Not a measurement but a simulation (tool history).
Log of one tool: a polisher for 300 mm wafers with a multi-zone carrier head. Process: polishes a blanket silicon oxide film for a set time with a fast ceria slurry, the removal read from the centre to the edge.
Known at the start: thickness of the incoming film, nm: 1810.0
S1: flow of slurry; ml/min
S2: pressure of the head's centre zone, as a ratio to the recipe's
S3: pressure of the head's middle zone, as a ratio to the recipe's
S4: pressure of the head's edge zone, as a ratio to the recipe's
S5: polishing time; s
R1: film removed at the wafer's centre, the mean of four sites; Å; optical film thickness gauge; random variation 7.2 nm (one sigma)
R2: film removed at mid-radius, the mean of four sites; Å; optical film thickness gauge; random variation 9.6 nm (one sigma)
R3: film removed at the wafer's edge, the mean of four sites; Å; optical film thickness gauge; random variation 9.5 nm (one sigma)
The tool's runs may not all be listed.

Run 1, hour 0: S1 230 ml/min, S2 1, S3 1, S4 1, S5 55 s. Result: R1 6105.9 Å, R2 5936.5 Å, R3 5903.8 Å.
Run 2, hour 1.1: S1 235 ml/min, S2 1.01, S3 1.01, S4 1.03, S5 57 s. Result: R1 6358.8 Å, R2 6219.9 Å, R3 6390.1 Å.
Run 3, hour 4.7: S1 245 ml/min, S2 1.04, S3 1.04, S4 1.05, S5 58 s. Result: R1 6723.1 Å, R2 6584.5 Å, R3 6460.7 Å.
Run 4, hour 5.9: S1 250 ml/min, S2 1.05, S3 1.04, S4 1.07, S5 59 s. Result: R1 7009 Å, R2 6638.1 Å, R3 6605.3 Å.
Run 5, hour 13.2: S1 250 ml/min, S2 1.05, S3 1.04, S4 0.99, S5 59 s. Result: R1 6842 Å, R2 6710.6 Å, R3 6347.6 Å.
Run 6, hour 16.3: S1 250 ml/min, S2 1.05, S3 1.08, S4 0.99, S5 59 s. Result: R1 6972.9 Å, R2 6817.8 Å, R3 6290.8 Å.
Run 7, hour 24.4: S1 250 ml/min, S2 1.05, S3 1.08, S4 1.02, S5 60 s. Result: R1 6992.8 Å, R2 6916.1 Å, R3 6545.9 Å.
Run 8, hour 26: S1 255 ml/min, S2 1.06, S3 1.08, S4 1.05, S5 61 s. Result: R1 7309.9 Å, R2 6945 Å, R3 6739.6 Å.
Run 9, hour 27.5: S1 255 ml/min, S2 1.05, S3 1.08, S4 1.06, S5 62 s. Result: R1 7285.7 Å, R2 7285.6 Å, R3 6741.5 Å.
Run 10, hour 29.3: S1 250 ml/min, S2 1.05, S3 1.06, S4 1.08, S5 63 s. Result: R1 7331 Å, R2 7029.3 Å, R3 7004.8 Å.
Run 11, hour 30.2: S1 260 ml/min, S2 1.05, S3 1.06, S4 1.09, S5 64 s. Result: R1 7624.5 Å, R2 7508.5 Å, R3 7360.4 Å.
Run 12, hour 37.3: S1 265 ml/min, S2 1.05, S3 1.05, S4 1.1, S5 64 s. Result: R1 7580.2 Å, R2 7278.2 Å, R3 7188.3 Å.

Run 13 comes next. What will it give?
Run 13, hour 40: S1 265 ml/min, S2 1.05, S3 1.05, S4 1.1, S5 64 s. Result: R1 ?, R2 ?, R3 ?.

Run 13 gave R1 7713.8 Å, R2 7293.6 Å, R3 7228.9 Å.
